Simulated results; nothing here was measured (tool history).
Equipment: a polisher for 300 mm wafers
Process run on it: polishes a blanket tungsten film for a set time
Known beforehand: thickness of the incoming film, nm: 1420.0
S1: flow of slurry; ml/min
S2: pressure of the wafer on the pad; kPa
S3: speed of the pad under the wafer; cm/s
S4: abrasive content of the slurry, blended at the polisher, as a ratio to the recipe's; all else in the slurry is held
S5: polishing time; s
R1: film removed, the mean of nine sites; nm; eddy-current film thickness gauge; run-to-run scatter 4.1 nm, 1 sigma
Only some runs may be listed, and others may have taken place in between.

{"run": 1, "hour": 0.0, "S1": 130, "S2": 28.3, "S3": 102, "S4": 1, "S5": 97, "R1": 437.89}
{"run": 2, "hour": 4.2, "S1": 130, "S2": 33.1, "S3": 102, "S4": 1, "S5": 97, "R1": 493.94}
{"run": 3, "hour": 8.4, "S1": 130, "S2": 33.1, "S3": 102, "S4": 1, "S5": 102, "R1": 528.96}
{"run": 4, "hour": 13.0, "S1": 130, "S2": 33.1, "S3": 102, "S4": 1, "S5": 102, "R1": 533.4}
{"run": 5, "hour": 14.3, "S1": 130, "S2": 33.1, "S3": 102, "S4": 0.8, "S5": 102, "R1": 498.28}
{"run": 6, "hour": 15.1, "S1": 130, "S2": 37.9, "S3": 102, "S4": 0.8, "S5": 102, "R1": 571.93}
{"run": 7, "hour": 16.8, "S1": 130, "S2": 31.7, "S3": 100, "S4": 0.8, "S5": 102, "R1": 481.58}
{"run": 8, "hour": 19.1, "S1": 130, "S2": 26.9, "S3": 98, "S4": 0.8, "S5": 102, "R1": 403.06}

What will run 9 give?
{"run": 9, "hour": 23.3, "S1": 130, "S2": 24.1, "S3": 98, "S4": 0.8, "S5": 102, "R1": "?"}

For run 9 the tool returned R1 363.56 nm.
